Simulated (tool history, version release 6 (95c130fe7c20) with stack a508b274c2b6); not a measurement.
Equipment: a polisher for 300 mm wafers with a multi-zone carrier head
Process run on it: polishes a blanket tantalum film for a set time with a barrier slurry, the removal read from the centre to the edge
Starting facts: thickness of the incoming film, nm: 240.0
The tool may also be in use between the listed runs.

run,hour,flow of slurry (ml/min),pressure of the head's centre zone,pressure of the head's middle zone,pressure of the head's edge zone,abrasive content of the slurry,polishing time (s),film removed at the wafer's centre (Å),film removed at mid-radius (Å),film removed at the wafer's edge (Å)
1,0.0,175,1.00,1.00,1.00,1.00,49,501.14,515.54,497.54
2,4.8,175,1.00,0.92,1.00,1.00,49,506.69,485.86,497.64
3,10.1,175,1.00,0.92,1.00,1.00,40,408.86,399.29,415.57
4,17.1,175,1.00,0.92,1.08,1.00,40,411.02,393.63,425.76
5,22.6,175,1.00,0.92,1.08,0.90,40,400.18,374.09,418.25
6,25.3,180,0.99,0.93,1.09,1.00,42,431.47,412.61,455.07
7,30.8,185,0.99,0.96,1.09,1.10,43,453.86,449.48,478.21

Run 8 comes next. What will it give?
8,36.1,190,0.99,0.99,1.09,1.15,44,?,?,?

Run 8 came out at film removed at the wafer's centre (Å) 477.60, film removed at mid-radius (Å) 479.48, film removed at the wafer's edge (Å) 506.03.

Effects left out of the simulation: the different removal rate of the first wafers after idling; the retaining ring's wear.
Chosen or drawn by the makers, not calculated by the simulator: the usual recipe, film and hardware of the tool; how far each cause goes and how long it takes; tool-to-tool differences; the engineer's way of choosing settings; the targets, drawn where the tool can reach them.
